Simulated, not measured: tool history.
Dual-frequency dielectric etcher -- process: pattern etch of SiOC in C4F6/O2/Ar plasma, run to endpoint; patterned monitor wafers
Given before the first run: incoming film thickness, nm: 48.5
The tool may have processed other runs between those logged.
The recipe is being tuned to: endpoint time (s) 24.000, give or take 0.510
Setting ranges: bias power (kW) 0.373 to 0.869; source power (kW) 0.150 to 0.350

run	hour	bias power (kW)	source power (kW)	endpoint time (s)
1	0.0	0.621	0.250	18.092
2	1.6	0.621	0.230	19.212
3	8.9	0.560	0.230	19.928
4	11.2	0.531	0.220	20.526
# hour 12.2: wet clean of the chamber
5	12.2	0.480	0.220	22.197
6	20.4	0.574	0.220	20.632
7	26.2	0.545	0.220	21.174
8	27.4	0.521	0.220	21.599
9	29.1	0.503	0.220	21.886
10	36.1	0.488	0.220	22.031
11	39.3	0.473	0.220	22.373
12	43.0	0.461	0.220	22.720

Which one of the following 4 next-run settings gets every result inside its allowed miss? There is exactly one.
A	46.7	0.449	0.220	?
B	46.7	0.478	0.260	?
C	46.7	0.474	0.220	?
D	46.7	0.399	0.220	?

move	endpoint time (s)
A	22.654
B	20.421
C	22.157
D	23.770
A: its largest miss is bigger than the last run's
B: its largest miss is bigger than the last run's
C: its largest miss is bigger than the last run's
D: every result lands within tolerance
Move D is the one to make.
